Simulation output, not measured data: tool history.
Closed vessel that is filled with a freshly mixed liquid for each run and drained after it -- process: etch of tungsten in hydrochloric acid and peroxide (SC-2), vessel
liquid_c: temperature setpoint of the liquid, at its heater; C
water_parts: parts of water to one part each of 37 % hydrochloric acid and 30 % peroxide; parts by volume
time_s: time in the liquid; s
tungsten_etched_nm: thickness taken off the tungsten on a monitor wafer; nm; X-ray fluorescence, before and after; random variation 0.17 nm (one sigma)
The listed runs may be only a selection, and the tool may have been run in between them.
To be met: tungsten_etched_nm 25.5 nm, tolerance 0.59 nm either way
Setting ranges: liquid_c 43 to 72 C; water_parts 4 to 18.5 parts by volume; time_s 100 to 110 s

run 1 hour=0 | liquid_c=59 water_parts=10.5 time_s=100 | tungsten_etched_nm=52.999
run 2 hour=3.3 | liquid_c=59 water_parts=7.5 time_s=100 | tungsten_etched_nm=68.886
run 3 hour=10.1 | liquid_c=56 water_parts=7.5 time_s=100 | tungsten_etched_nm=57.076
run 4 hour=12.2 | liquid_c=53.5 water_parts=7.5 time_s=100 | tungsten_etched_nm=48.165
run 5 hour=14.7 | liquid_c=51 water_parts=7.5 time_s=100 | tungsten_etched_nm=40.977
run 6 hour=17.4 | liquid_c=56 water_parts=7.5 time_s=100 | tungsten_etched_nm=57.218
run 7 hour=24.5 | liquid_c=53.5 water_parts=7.5 time_s=100 | tungsten_etched_nm=47.641
run 8 hour=29.9 | liquid_c=45.5 water_parts=7.5 time_s=100 | tungsten_etched_nm=28.343

Exactly one of the 5 candidate moves below puts every result within its allowed miss. Which one?
run A hour=35.3 | liquid_c=44 water_parts=8 time_s=105 | tungsten_etched_nm=?
run B hour=35.3 | liquid_c=46 water_parts=9 time_s=105 | tungsten_etched_nm=?
run C hour=35.3 | liquid_c=45 water_parts=7.5 time_s=100 | tungsten_etched_nm=?
run D hour=35.3 | liquid_c=45 water_parts=8 time_s=105 | tungsten_etched_nm=?
run E hour=35.3 | liquid_c=43.5 water_parts=7.5 time_s=100 | tungsten_etched_nm=?

move=A tungsten_etched_nm=25.339
move=B tungsten_etched_nm=26.432
move=C tungsten_etched_nm=27.217
move=D tungsten_etched_nm=27.149
move=E tungsten_etched_nm=24.537
A: every result lands within tolerance
B: closer than the last run, but not yet in spec
C: closer than the last run, but not yet in spec
D: closer than the last run, but not yet in spec
E: takes the result that was furthest off past its target
The right move is A.
